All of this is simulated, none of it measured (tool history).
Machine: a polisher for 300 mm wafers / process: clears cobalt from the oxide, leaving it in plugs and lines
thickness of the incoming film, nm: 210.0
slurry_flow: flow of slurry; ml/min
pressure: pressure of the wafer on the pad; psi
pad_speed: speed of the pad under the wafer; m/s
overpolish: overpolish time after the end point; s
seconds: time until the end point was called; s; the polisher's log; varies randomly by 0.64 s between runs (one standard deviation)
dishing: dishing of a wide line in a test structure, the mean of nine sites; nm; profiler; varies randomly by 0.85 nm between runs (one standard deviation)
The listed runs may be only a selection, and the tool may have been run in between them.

run,day,slurry_flow,pressure,pad_speed,overpolish,seconds,dishing
1,0.000,215,1.9,1.30,24,32.952,71.543
2,0.279,215,1.8,1.30,19,36.058,64.199
3,0.354,165,1.8,1.30,19,35.961,62.968
4,0.471,165,1.8,1.30,14,37.339,52.386
5,0.671,165,1.8,1.30,7,35.388,32.870
6,1.038,165,1.4,1.30,7,45.371,28.077
7,1.288,165,1.5,1.30,8,42.998,32.669

What will run 8 give?
8,1.525,165,1.6,1.30,8,?,?

Run 8 produced seconds 39.973 s, dishing 33.354 nm.
